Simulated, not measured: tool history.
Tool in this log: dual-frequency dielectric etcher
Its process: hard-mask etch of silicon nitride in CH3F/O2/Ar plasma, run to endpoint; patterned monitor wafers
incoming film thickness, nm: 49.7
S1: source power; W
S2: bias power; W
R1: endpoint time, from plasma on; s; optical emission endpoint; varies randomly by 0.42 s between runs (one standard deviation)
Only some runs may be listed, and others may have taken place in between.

run 1 hour=0 | S1=530 S2=56 | R1=69.468
run 2 hour=7.9 | S1=460 S2=56 | R1=74.54
run 3 hour=13.2 | S1=500 S2=56 | R1=70.934
run 4 hour=15.5 | S1=500 S2=66 | R1=68.346
run 5 hour=22.3 | S1=460 S2=66 | R1=71.645
run 6 hour=25.8 | S1=480 S2=67 | R1=69.225
run 7 hour=27.6 | S1=500 S2=68 | R1=66.492
run 8 hour=33.3 | S1=510 S2=68 | R1=66.552
run 9 hour=41.4 | S1=520 S2=68 | R1=66.098

Run 10, settings as shown, results not yet in. Your forecast:
run 10 hour=48.5 | S1=530 S2=68 | R1=?

R1: 65.666 s

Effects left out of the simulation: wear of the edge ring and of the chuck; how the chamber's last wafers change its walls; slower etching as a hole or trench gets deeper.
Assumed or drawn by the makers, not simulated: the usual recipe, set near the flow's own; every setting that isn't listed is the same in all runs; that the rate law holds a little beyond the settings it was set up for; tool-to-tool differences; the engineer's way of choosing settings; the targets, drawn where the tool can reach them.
